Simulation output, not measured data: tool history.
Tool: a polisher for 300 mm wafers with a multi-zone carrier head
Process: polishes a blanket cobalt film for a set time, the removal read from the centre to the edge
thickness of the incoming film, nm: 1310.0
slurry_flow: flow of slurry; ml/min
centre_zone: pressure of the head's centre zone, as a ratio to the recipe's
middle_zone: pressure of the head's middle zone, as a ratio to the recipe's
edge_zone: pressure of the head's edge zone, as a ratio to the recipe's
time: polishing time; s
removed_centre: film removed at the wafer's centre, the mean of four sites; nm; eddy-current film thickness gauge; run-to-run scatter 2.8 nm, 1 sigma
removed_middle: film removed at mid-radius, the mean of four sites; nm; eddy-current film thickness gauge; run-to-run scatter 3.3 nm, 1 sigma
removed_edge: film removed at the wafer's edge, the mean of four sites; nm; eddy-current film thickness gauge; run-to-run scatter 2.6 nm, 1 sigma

run,hour,slurry_flow,centre_zone,middle_zone,edge_zone,time,removed_centre,removed_middle,removed_edge
1,0,255,1,1,1,67,266.1,268.45,256.35
2,6.7,255,1,1,1,55,214.72,222.1,214.97
3,8.3,255,0.94,1,1,55,200.7,220.4,216.16
4,16.8,255,0.94,1,1,64,237.85,253.37,252.09
5,24.5,270,0.98,1.01,1.04,67,263.59,271.27,267.75
6,28.1,320,0.98,1.01,1.04,67,266.95,275.53,267.74

For run 7, what comes out?
7,32.2,320,1.01,1.02,1.07,69,?,?,?

{"run 7": {"removed_centre": 287.19, "removed_middle": 285.81, "removed_edge": 283.31}}

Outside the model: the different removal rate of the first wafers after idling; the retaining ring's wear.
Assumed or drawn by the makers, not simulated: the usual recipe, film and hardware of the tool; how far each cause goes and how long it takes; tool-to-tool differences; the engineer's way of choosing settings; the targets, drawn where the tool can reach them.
